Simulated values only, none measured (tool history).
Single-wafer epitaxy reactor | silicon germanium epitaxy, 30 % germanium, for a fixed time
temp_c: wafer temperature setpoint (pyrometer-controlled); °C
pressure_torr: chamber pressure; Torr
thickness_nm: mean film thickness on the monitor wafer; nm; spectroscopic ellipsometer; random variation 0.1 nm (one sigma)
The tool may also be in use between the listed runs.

{"run": 1, "hour": 0.0, "temp_c": 595, "pressure_torr": 23.2, "thickness_nm": 58.504}
{"run": 2, "hour": 3.9, "temp_c": 590, "pressure_torr": 23, "thickness_nm": 53.206}
{"run": 3, "hour": 5.4, "temp_c": 582, "pressure_torr": 23, "thickness_nm": 46.018}
{"run": 4, "hour": 9.3, "temp_c": 582, "pressure_torr": 25.9, "thickness_nm": 47.974}
{"run": 5, "hour": 12.4, "temp_c": 580, "pressure_torr": 25.8, "thickness_nm": 45.876}
{"run": 6, "hour": 16.3, "temp_c": 578, "pressure_torr": 25.7, "thickness_nm": 44.211}

Forecast run 7:
{"run": 7, "hour": 21.2, "temp_c": 577, "pressure_torr": 25.6, "thickness_nm": "?"}

Run 7 came out at thickness_nm 43.349 nm.
